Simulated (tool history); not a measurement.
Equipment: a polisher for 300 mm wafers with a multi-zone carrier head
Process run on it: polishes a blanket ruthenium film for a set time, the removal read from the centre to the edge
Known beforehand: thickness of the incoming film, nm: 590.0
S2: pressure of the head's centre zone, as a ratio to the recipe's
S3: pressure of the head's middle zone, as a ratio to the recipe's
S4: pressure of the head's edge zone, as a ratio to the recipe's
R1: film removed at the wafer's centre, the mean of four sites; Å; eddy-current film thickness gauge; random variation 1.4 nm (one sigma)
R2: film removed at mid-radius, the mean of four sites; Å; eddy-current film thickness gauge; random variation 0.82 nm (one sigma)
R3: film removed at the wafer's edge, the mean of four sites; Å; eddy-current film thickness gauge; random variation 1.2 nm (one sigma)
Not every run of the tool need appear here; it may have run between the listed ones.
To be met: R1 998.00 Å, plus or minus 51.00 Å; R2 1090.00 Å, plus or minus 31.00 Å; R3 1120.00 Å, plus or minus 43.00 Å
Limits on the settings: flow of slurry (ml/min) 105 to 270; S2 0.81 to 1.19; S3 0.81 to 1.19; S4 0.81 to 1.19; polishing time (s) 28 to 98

Run 1, hour 0.0: flow of slurry (ml/min) 175, S2 1.00, S3 1.00, S4 1.00, polishing time (s) 63. Result: R1 941.90 Å, R2 927.77 Å, R3 946.91 Å.
Run 2, hour 5.1: flow of slurry (ml/min) 180, S2 0.99, S3 1.01, S4 1.03, polishing time (s) 64. Result: R1 978.45 Å, R2 971.52 Å, R3 996.48 Å.
Run 3, hour 5.7: flow of slurry (ml/min) 180, S2 0.99, S3 1.01, S4 1.03, polishing time (s) 56. Result: R1 836.20 Å, R2 845.67 Å, R3 882.84 Å.
Run 4, hour 7.3: flow of slurry (ml/min) 190, S2 0.99, S3 1.03, S4 1.06, polishing time (s) 57. Result: R1 851.44 Å, R2 892.01 Å, R3 911.29 Å.
Run 5, hour 13.0: flow of slurry (ml/min) 190, S2 0.99, S3 1.03, S4 1.10, polishing time (s) 57. Result: R1 855.36 Å, R2 888.86 Å, R3 903.59 Å.
Run 6, hour 21.7: flow of slurry (ml/min) 195, S2 0.98, S3 1.03, S4 1.10, polishing time (s) 59. Result: R1 853.32 Å, R2 920.28 Å, R3 935.76 Å.
Run 7, hour 30.8: flow of slurry (ml/min) 195, S2 0.98, S3 1.03, S4 1.11, polishing time (s) 61. Result: R1 915.64 Å, R2 948.17 Å, R3 988.63 Å.
Run 8, hour 36.8: flow of slurry (ml/min) 200, S2 0.98, S3 1.04, S4 1.12, polishing time (s) 62. Result: R1 923.04 Å, R2 988.84 Å, R3 1022.80 Å.
Run 9, hour 43.5: flow of slurry (ml/min) 205, S2 0.98, S3 1.04, S4 1.13, polishing time (s) 62. Result: R1 927.70 Å, R2 977.05 Å, R3 1017.80 Å.
Run 10, hour 49.7: flow of slurry (ml/min) 205, S2 0.98, S3 1.04, S4 1.13, polishing time (s) 62. Result: R1 954.97 Å, R2 995.75 Å, R3 1011.30 Å.
Run 11, hour 53.4: flow of slurry (ml/min) 210, S2 0.97, S3 1.04, S4 1.14, polishing time (s) 63. Result: R1 939.87 Å, R2 1007.00 Å, R3 1038.00 Å.
Run 12, hour 58.4: flow of slurry (ml/min) 215, S2 0.97, S3 1.04, S4 1.15, polishing time (s) 63. Result: R1 931.28 Å, R2 1004.40 Å, R3 1065.10 Å.
Run 13, hour 59.4: flow of slurry (ml/min) 220, S2 0.98, S3 1.05, S4 1.15, polishing time (s) 63. Result: R1 946.37 Å, R2 997.80 Å, R3 1036.10 Å.
Run 14, hour 64.5: flow of slurry (ml/min) 220, S2 0.98, S3 1.05, S4 1.15, polishing time (s) 64. Result: R1 973.70 Å, R2 1022.30 Å, R3 1072.10 Å.

Which one of the following 4 next-run settings gets every result inside its allowed miss? There is exactly one.
Run A, hour 69.6: flow of slurry (ml/min) 230, S2 0.99, S3 1.04, S4 1.17, polishing time (s) 72. Result: R1 ?, R2 ?, R3 ?.
Run B, hour 69.6: flow of slurry (ml/min) 240, S2 0.90, S3 0.96, S4 1.09, polishing time (s) 76. Result: R1 ?, R2 ?, R3 ?.
Run C, hour 69.6: flow of slurry (ml/min) 165, S2 0.96, S3 1.06, S4 1.12, polishing time (s) 70. Result: R1 ?, R2 ?, R3 ?.
Run D, hour 69.6: flow of slurry (ml/min) 270, S2 0.87, S3 0.89, S4 1.19, polishing time (s) 69. Result: R1 ?, R2 ?, R3 ?.

move       R1       R2       R3
   A  1110.80  1141.70  1204.40
   B  1070.90  1141.30  1233.70
   C   988.76  1070.40  1103.10
   D   953.53   993.18  1183.00
A: pushes the last run's worst result past its target
B: pushes the last run's worst result past its target
C: each result inside its tolerance
D: moves away from the targets compared with the last run
Go with C: it meets all targets.
